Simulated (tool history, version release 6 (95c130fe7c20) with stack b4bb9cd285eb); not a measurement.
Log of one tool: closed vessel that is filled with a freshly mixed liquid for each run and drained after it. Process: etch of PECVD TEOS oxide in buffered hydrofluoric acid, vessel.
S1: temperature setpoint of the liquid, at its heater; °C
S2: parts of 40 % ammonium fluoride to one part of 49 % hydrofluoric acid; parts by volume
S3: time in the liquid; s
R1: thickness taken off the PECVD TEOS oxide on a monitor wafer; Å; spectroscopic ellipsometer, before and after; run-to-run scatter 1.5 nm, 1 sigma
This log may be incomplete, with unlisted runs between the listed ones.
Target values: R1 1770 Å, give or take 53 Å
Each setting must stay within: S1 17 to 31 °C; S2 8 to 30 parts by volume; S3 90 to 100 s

run	hour	S1	S2	S3	R1
1	0	23	22.5	90	1167.7
2	2.8	21	22.5	90	1026
3	11.5	23.5	22.5	90	1181.3
4	17.9	23.5	22.5	100	1299.3
5	18.7	23.5	22.5	90	1176.3
6	26.2	20	22.5	90	973.44
7	29.4	23	22	90	1176.9
8	36	25	22	90	1319.8
9	36.9	26.5	22	90	1406.1

Which single option among these 5 for the next run brings every result within its allowed miss of target? Just one does.
A	37.8	27.5	18.5	100	?
B	37.8	30	19	95	?
C	37.8	20.5	21.5	95	?
D	37.8	25	17.5	100	?
E	37.8	25.5	15.5	100	?

move	R1
A	1914.7
B	2023.5
C	1092.4
D	1767.3
E	2046.1
A: takes the biggest miss from the last run beyond its target
B: takes the biggest miss from the last run beyond its target
C: the biggest miss grows against the last run
D: hits every target within its allowed miss
E: takes the biggest miss from the last run beyond its target
Move D is the one to make.

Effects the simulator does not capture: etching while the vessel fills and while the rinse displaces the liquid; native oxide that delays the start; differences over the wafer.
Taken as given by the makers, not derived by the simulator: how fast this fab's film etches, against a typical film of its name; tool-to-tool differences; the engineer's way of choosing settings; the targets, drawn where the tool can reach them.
